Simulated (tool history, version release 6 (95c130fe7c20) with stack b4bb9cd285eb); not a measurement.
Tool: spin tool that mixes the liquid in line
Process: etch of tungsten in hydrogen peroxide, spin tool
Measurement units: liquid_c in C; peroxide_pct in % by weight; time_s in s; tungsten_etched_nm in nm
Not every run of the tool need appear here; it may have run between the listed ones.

{"run": 1, "hour": 0.0, "liquid_c": 49.0, "peroxide_pct": 19.5, "time_s": 15, "tungsten_etched_nm": 32.37}
{"run": 2, "hour": 1.6, "liquid_c": 49.0, "peroxide_pct": 23.5, "time_s": 15, "tungsten_etched_nm": 35.592}
{"run": 3, "hour": 4.8, "liquid_c": 50.5, "peroxide_pct": 23.5, "time_s": 15, "tungsten_etched_nm": 39.35}
{"run": 4, "hour": 11.1, "liquid_c": 51.5, "peroxide_pct": 23.5, "time_s": 15, "tungsten_etched_nm": 41.072}
{"run": 5, "hour": 14.1, "liquid_c": 51.5, "peroxide_pct": 19.5, "time_s": 15, "tungsten_etched_nm": 37.666}
{"run": 6, "hour": 18.7, "liquid_c": 53.0, "peroxide_pct": 19.5, "time_s": 15, "tungsten_etched_nm": 40.84}
{"run": 7, "hour": 22.9, "liquid_c": 54.0, "peroxide_pct": 19.5, "time_s": 15, "tungsten_etched_nm": 43.206}

What does the tool deliver on the next run?
{"run": 8, "hour": 28.6, "liquid_c": 56.0, "peroxide_pct": 19.5, "time_s": 15, "tungsten_etched_nm": "?"}

tungsten_etched_nm: 49.334 nm

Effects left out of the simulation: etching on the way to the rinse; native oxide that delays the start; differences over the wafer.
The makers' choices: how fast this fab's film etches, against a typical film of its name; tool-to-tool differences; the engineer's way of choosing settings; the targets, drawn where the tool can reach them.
